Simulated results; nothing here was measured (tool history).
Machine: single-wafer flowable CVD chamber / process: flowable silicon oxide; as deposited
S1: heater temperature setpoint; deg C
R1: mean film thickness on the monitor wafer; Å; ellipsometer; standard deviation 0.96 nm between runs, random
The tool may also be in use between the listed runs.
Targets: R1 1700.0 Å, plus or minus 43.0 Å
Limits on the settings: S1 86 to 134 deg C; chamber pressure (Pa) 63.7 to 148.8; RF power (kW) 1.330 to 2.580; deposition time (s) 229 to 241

run 1 hour=0.0 | S1=110 chamber_pressure_(Pa)=106.3 RF_power_(kW)=1.955 deposition_time_(s)=241 | R1=1196.8
run 2 hour=3.1 | S1=107 chamber_pressure_(Pa)=106.4 RF_power_(kW)=1.955 deposition_time_(s)=241 | R1=1294.4
run 3 hour=7.3 | S1=104 chamber_pressure_(Pa)=106.5 RF_power_(kW)=1.955 deposition_time_(s)=241 | R1=1426.4
run 4 hour=10.2 | S1=102 chamber_pressure_(Pa)=106.5 RF_power_(kW)=1.955 deposition_time_(s)=241 | R1=1495.3
run 5 hour=17.1 | S1=102 chamber_pressure_(Pa)=106.5 RF_power_(kW)=2.105 deposition_time_(s)=241 | R1=1545.5
run 6 hour=20.1 | S1=102 chamber_pressure_(Pa)=106.5 RF_power_(kW)=2.105 deposition_time_(s)=241 | R1=1551.1
run 7 hour=25.2 | S1=101 chamber_pressure_(Pa)=106.5 RF_power_(kW)=2.105 deposition_time_(s)=241 | R1=1587.0
run 8 hour=27.3 | S1=100 chamber_pressure_(Pa)=106.5 RF_power_(kW)=2.105 deposition_time_(s)=241 | R1=1637.0

4 candidate next runs follow, results not yet known. Just one meets every target within its allowed miss. Identify it.
run A hour=29.4 | S1=103 chamber_pressure_(Pa)=131.2 RF_power_(kW)=1.580 deposition_time_(s)=229 | R1=?
run B hour=29.4 | S1=99 chamber_pressure_(Pa)=110.0 RF_power_(kW)=2.305 deposition_time_(s)=241 | R1=?
run C hour=29.4 | S1=97 chamber_pressure_(Pa)=107.7 RF_power_(kW)=1.750 deposition_time_(s)=241 | R1=?
run D hour=29.4 | S1=110 chamber_pressure_(Pa)=135.6 RF_power_(kW)=2.090 deposition_time_(s)=241 | R1=?

move=A R1=1548.9
move=B R1=1766.8
move=C R1=1694.1
move=D R1=1531.0
A: moves away from the targets compared with the last run
B: the result that was furthest off in the last run now lies on the other side of its target
C: all results land within tolerance of their targets
D: moves away from the targets compared with the last run
The right move is C.

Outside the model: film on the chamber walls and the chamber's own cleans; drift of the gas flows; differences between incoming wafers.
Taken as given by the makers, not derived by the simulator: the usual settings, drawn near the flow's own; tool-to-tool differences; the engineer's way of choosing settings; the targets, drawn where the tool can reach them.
